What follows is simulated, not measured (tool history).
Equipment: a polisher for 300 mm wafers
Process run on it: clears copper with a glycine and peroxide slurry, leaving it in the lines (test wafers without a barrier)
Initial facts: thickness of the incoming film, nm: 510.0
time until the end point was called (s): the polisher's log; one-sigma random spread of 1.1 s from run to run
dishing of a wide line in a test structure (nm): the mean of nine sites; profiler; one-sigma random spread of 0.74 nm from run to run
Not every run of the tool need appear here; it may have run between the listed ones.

run  hour  flow of slurry (ml/min)  pressure of the wafer on the pad (kPa)  speed of the pad under the wafer (cm/s)  overpolish time after the end point (s)  time until the end point was called (s)  dishing of a wide line in a test structure (nm)
  1     0                      130                                    22.1                                       80                                       21                                   102.73                                           65.615
  2   6.5                      110                                    22.1                                       80                                       21                                   104.65                                           64.634
  3  12.3                      110                                    22.1                                       80                                       29                                   102.35                                           81.078
  4  20.5                      110                                    24.1                                       80                                       29                                   98.208                                           86.119
  5  26.1                      110                                    25.5                                       82                                       26                                   91.998                                            83.25
  6    32                      110                                    26.2                                       84                                       23                                   88.665                                           78.543
  7  40.7                      115                                    26.9                                       86                                       21                                   84.363                                           73.987

What does the tool deliver on the next run?
  8  49.5                      115                                    27.6                                       86                                       20                                        ?                                                ?

time until the end point was called (s): 82.415
dishing of a wide line in a test structure (nm): 72.821
